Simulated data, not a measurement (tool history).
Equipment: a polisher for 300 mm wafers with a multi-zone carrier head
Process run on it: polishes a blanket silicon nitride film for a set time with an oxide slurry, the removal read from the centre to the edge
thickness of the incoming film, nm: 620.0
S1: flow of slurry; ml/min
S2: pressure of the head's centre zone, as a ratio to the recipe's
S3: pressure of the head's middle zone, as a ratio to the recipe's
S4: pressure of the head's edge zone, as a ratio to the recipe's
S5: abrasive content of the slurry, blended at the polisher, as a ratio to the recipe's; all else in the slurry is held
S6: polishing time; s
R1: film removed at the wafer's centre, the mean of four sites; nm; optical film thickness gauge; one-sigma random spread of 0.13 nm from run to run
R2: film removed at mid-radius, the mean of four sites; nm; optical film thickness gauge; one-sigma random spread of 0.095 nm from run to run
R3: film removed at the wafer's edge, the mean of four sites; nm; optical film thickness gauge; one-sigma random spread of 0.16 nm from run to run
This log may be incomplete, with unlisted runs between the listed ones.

run,hour,S1,S2,S3,S4,S5,S6,R1,R2,R3
1,0,185,1,1,1,1,37,18.72,18.598,18.576
2,1.9,190,1,1.04,0.94,0.85,36,16.804,17.18,15.693
3,7.5,225,1,1.04,0.94,0.85,36,17.221,17.659,16.441
4,12.6,225,1,1.04,0.9,0.85,36,17.193,17.645,15.595
5,15.9,225,1,1.04,0.9,0.85,27,12.886,13.222,11.857
6,20.5,235,1.01,1.07,0.9,0.85,27,13.243,13.533,12.218

Run 7 is up next; what results do you expect?
7,22.3,245,1.01,1.1,0.87,0.85,27,?,?,?

R1: 13.002 nm
R2: 13.908 nm
R3: 11.936 nm
